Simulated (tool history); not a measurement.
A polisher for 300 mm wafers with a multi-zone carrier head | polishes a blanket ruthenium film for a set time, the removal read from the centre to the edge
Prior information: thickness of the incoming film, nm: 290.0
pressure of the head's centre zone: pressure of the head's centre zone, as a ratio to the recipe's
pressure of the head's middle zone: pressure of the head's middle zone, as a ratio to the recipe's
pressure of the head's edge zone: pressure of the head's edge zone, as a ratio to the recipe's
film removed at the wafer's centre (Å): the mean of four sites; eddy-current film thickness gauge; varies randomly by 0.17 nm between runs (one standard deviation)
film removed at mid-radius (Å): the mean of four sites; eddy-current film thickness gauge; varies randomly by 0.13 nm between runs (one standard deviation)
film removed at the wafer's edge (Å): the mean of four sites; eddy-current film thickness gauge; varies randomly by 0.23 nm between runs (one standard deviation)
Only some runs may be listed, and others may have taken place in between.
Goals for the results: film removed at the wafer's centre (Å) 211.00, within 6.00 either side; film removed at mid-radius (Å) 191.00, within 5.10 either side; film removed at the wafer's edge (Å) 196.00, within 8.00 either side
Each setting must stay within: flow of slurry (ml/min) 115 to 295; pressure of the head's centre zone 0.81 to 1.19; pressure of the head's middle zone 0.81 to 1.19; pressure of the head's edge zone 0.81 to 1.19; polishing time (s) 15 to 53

run  hour  flow of slurry (ml/min)  pressure of the head's centre zone  pressure of the head's middle zone  pressure of the head's edge zone  polishing time (s)  film removed at the wafer's centre (Å)  film removed at mid-radius (Å)  film removed at the wafer's edge (Å)
  1   0.0                      190                                1.00                                1.00                              1.00                  34                                  283.57                          285.95                                297.19
  2   6.2                      190                                1.01                                0.98                              0.97                  32                                  268.84                          264.39                                272.37
  3   7.9                      190                                1.01                                0.98                              0.90                  32                                  271.00                          267.42                                261.77
  4  15.2                      190                                1.01                                0.98                              0.95                  32                                  268.78                          265.91                                265.13
  5  17.9                      150                                1.01                                0.98                              0.95                  32                                  259.67                          255.22                                259.68
  6  23.4                      150                                1.01                                0.98                              0.95                  40                                  321.98                          322.77                                330.59
  7  27.9                      150                                1.01                                0.96                              0.93                  37                                  300.88                          290.96                                298.85
  8  29.7                      145                                1.00                                0.94                              0.91                  35                                  276.78                          271.14                                276.40
  9  38.4                      145                                1.00                                0.92                              0.90                  33                                  261.22                          248.77                                258.83
 10  45.6                      160                                1.01                                0.90                              0.81                  23                                  186.47                          174.20                                177.36
 11  50.8                      175                                1.02                                0.90                              0.82                  23                                  191.84                          173.44                                182.64
 12  57.1                      190                                1.02                                0.91                              0.83                  23                                  194.05                          177.29                                178.03
 13  61.5                      195                                1.03                                0.92                              0.85                  23                                  195.51                          182.58                                180.50
 14  62.1                      240                                1.07                                0.89                              0.94                  24                                  219.77                          187.22                                205.53
 15  69.7                      240                                1.06                                0.90                              0.93                  24                                  217.55                          190.22                                204.08

Of the 4 settings listed for the next run, only one would bring every result within its allowed miss of target. Which one?
  A  77.3                      190                                1.13                                0.98                              0.98                  23                                       ?                               ?                                     ?
  B  77.3                      225                                1.09                                0.85                              0.96                  24                                       ?                               ?                                     ?
  C  77.3                      270                                0.93                                0.85                              1.00                  25                                       ?                               ?                                     ?
  D  77.3                      185                                1.15                                0.95                              0.84                  24                                       ?                               ?                                     ?

move  film removed at the wafer's centre (Å)  film removed at mid-radius (Å)  film removed at the wafer's edge (Å)
   A                                  214.81                          189.55                                193.16
   B                                  222.64                          179.78                                203.34
   C                                  207.43                          191.36                                219.45
   D                                  226.54                          191.97                                187.27
A: every result lands within tolerance
B: moves away from the targets compared with the last run
C: meets the target for the result that was furthest off, but another lies outside its allowed miss
D: moves away from the targets compared with the last run
Go with A: it meets all targets.
